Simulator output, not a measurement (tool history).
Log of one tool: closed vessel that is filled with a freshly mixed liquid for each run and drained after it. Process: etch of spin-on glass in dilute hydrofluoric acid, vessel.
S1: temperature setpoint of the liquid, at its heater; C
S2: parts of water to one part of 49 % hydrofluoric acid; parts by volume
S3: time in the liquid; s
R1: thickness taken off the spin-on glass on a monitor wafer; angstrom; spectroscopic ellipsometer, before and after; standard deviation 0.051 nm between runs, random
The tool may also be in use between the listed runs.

{"run": 1, "hour": 0.0, "S1": 22, "S2": 245, "S3": 115, "R1": 134.92}
{"run": 2, "hour": 6.7, "S1": 22, "S2": 245, "S3": 115, "R1": 135.57}
{"run": 3, "hour": 14.9, "S1": 22, "S2": 175, "S3": 115, "R1": 203.14}
{"run": 4, "hour": 18.6, "S1": 22, "S2": 240, "S3": 115, "R1": 139.01}
{"run": 5, "hour": 26.9, "S1": 22, "S2": 185, "S3": 115, "R1": 190.62}
{"run": 6, "hour": 34.7, "S1": 22, "S2": 185, "S3": 115, "R1": 190.08}

Expected results for the next run?
{"run": 7, "hour": 35.9, "S1": 21, "S2": 185, "S3": 115, "R1": "?"}

R1: 182.49 angstrom

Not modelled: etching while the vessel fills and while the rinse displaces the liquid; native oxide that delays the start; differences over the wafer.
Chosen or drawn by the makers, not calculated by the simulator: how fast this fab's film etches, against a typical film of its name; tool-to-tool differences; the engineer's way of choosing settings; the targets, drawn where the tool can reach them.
